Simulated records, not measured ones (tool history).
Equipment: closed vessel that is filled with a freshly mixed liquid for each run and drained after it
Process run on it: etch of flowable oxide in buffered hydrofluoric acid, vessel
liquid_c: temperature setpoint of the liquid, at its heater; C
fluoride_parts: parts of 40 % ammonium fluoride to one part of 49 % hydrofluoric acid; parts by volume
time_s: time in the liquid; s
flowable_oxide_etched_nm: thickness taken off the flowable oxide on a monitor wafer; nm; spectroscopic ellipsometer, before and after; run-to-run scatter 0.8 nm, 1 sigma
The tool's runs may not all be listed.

Run 1, hour 0: liquid_c 25 C, fluoride_parts 13 parts by volume, time_s 85 s. Result: flowable_oxide_etched_nm 239.39 nm.
Run 2, hour 1.5: liquid_c 24.5 C, fluoride_parts 13 parts by volume, time_s 85 s. Result: flowable_oxide_etched_nm 233.07 nm.
Run 3, hour 3.3: liquid_c 24 C, fluoride_parts 13 parts by volume, time_s 85 s. Result: flowable_oxide_etched_nm 227.04 nm.
Run 4, hour 11.5: liquid_c 21.5 C, fluoride_parts 13 parts by volume, time_s 85 s. Result: flowable_oxide_etched_nm 199.71 nm.
Run 5, hour 20: liquid_c 23.5 C, fluoride_parts 13 parts by volume, time_s 85 s. Result: flowable_oxide_etched_nm 223.36 nm.
Run 6, hour 24.1: liquid_c 23.5 C, fluoride_parts 13 parts by volume, time_s 95 s. Result: flowable_oxide_etched_nm 246.69 nm.
Run 7, hour 29.5: liquid_c 22.5 C, fluoride_parts 13 parts by volume, time_s 95 s. Result: flowable_oxide_etched_nm 235.01 nm.
Run 8, hour 36.3: liquid_c 22 C, fluoride_parts 13 parts by volume, time_s 95 s. Result: flowable_oxide_etched_nm 229.52 nm.
Run 9, hour 38: liquid_c 21.5 C, fluoride_parts 13 parts by volume, time_s 95 s. Result: flowable_oxide_etched_nm 221.9 nm.

Expected results for the next run?
At hour 39.9: thermometer replaced.
Run 10, hour 39.9: liquid_c 21 C, fluoride_parts 13 parts by volume, time_s 95 s. Result: flowable_oxide_etched_nm ?.

Run 10 came out at flowable_oxide_etched_nm 203.84 nm.

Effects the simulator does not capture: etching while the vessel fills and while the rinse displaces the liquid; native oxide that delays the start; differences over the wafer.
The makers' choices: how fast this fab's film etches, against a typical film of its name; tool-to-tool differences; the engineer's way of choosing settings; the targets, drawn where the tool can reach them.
